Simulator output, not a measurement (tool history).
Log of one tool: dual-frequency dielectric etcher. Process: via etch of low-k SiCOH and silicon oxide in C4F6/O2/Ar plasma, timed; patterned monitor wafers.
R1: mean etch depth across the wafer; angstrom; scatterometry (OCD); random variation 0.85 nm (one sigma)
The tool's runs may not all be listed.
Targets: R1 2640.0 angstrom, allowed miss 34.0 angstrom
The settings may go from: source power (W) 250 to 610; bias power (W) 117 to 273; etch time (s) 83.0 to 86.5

run 1 hour=0.0 | source_power_(W)=430 bias_power_(W)=195 etch_time_(s)=83.0 | R1=2332.4
run 2 hour=2.4 | source_power_(W)=450 bias_power_(W)=196 etch_time_(s)=83.0 | R1=2402.3
run 3 hour=7.4 | source_power_(W)=470 bias_power_(W)=197 etch_time_(s)=83.0 | R1=2476.4
run 4 hour=8.2 | source_power_(W)=470 bias_power_(W)=215 etch_time_(s)=83.0 | R1=2521.8
run 5 hour=14.4 | source_power_(W)=400 bias_power_(W)=215 etch_time_(s)=83.0 | R1=2297.8
run 6 hour=16.2 | source_power_(W)=360 bias_power_(W)=215 etch_time_(s)=83.0 | R1=2153.2
run 7 hour=22.8 | source_power_(W)=390 bias_power_(W)=216 etch_time_(s)=83.0 | R1=2254.5
run 8 hour=27.0 | source_power_(W)=410 bias_power_(W)=217 etch_time_(s)=83.0 | R1=2339.9
run 9 hour=27.8 | source_power_(W)=430 bias_power_(W)=217 etch_time_(s)=83.0 | R1=2401.3

4 next moves are on the table. One of them brings every result within its allowed miss. Which?
run A hour=28.6 | source_power_(W)=370 bias_power_(W)=189 etch_time_(s)=83.0 | R1=?
run B hour=28.6 | source_power_(W)=450 bias_power_(W)=247 etch_time_(s)=85.5 | R1=?
run C hour=28.6 | source_power_(W)=430 bias_power_(W)=170 etch_time_(s)=83.5 | R1=?
run D hour=28.6 | source_power_(W)=360 bias_power_(W)=213 etch_time_(s)=84.5 | R1=?

move=A R1=2114.3
move=B R1=2639.8
move=C R1=2264.0
move=D R1=2188.1
A: further off than the last run
B: meets every target
C: further off than the last run
D: further off than the last run
The right move is B.
